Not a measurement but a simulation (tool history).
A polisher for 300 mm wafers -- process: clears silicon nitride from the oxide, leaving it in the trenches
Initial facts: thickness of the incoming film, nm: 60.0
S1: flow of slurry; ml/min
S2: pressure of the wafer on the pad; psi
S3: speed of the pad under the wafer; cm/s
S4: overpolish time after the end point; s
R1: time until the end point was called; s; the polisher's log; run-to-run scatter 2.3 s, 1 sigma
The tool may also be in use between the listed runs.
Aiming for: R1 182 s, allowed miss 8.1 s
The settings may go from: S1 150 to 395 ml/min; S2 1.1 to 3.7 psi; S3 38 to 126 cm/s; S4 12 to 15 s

run 1 day=0 | S1=250 S2=2.4 S3=82 S4=15 | R1=89.971
run 2 day=0.167 | S1=250 S2=2.2 S3=80 S4=15 | R1=99.372
run 3 day=0.354 | S1=250 S2=2.1 S3=78 S4=15 | R1=104.86
run 4 day=0.638 | S1=250 S2=2.3 S3=78 S4=15 | R1=98.462
run 5 day=0.708 | S1=275 S2=2.3 S3=78 S4=15 | R1=94.589
run 6 day=0.733 | S1=275 S2=2.3 S3=78 S4=12 | R1=96.203
run 7 day=0.9 | S1=270 S2=2.1 S3=76 S4=12 | R1=107.59
run 8 day=1.129 | S1=265 S2=1.5 S3=66 S4=12 | R1=154.56

Which of these 4 next moves meets every target?
run A day=1.358 | S1=270 S2=1.4 S3=74 S4=15 | R1=?
run B day=1.358 | S1=285 S2=1.8 S3=52 S4=12 | R1=?
run C day=1.358 | S1=245 S2=1.7 S3=54 S4=12 | R1=?
run D day=1.358 | S1=340 S2=1.5 S3=52 S4=12 | R1=?

move=A R1=152.83
move=B R1=156.63
move=C R1=162.63
move=D R1=179.63
A: its largest miss is bigger than the last run's
B: closer than the last run, but not yet in spec
C: closer than the last run, but not yet in spec
D: all results in spec
Move D is the one to make.
